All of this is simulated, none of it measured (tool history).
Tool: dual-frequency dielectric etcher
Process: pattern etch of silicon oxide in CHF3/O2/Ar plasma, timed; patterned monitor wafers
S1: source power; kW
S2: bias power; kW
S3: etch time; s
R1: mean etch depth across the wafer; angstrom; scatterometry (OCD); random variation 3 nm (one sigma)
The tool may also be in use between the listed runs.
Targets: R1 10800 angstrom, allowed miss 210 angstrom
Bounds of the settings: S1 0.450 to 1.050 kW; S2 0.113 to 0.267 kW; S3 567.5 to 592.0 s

run	day	S1	S2	S3	R1
1	0.000	0.750	0.190	567.5	11833
2	0.192	0.710	0.188	567.5	11579
3	0.367	0.710	0.188	592.0	12030
4	0.642	0.710	0.201	592.0	12327
# day 0.929: source power generator calibrated
5	0.929	0.710	0.201	592.0	12476
6	1.158	0.710	0.201	567.5	11918
7	1.396	0.670	0.199	567.5	11734
8	1.746	0.640	0.194	567.5	11439

Which of these 5 next moves meets every target?
A	2.096	0.570	0.219	592.0	?
B	2.096	0.630	0.138	567.5	?
C	2.096	0.560	0.170	584.5	?
D	2.096	0.650	0.223	567.5	?
E	2.096	0.680	0.206	575.5	?

move	R1
A	11826
B	10267
C	10761
D	11916
E	11979
A: further off than the last run
B: takes the result that was furthest off past its target
C: meets every target
D: further off than the last run
E: further off than the last run
The right move is C.

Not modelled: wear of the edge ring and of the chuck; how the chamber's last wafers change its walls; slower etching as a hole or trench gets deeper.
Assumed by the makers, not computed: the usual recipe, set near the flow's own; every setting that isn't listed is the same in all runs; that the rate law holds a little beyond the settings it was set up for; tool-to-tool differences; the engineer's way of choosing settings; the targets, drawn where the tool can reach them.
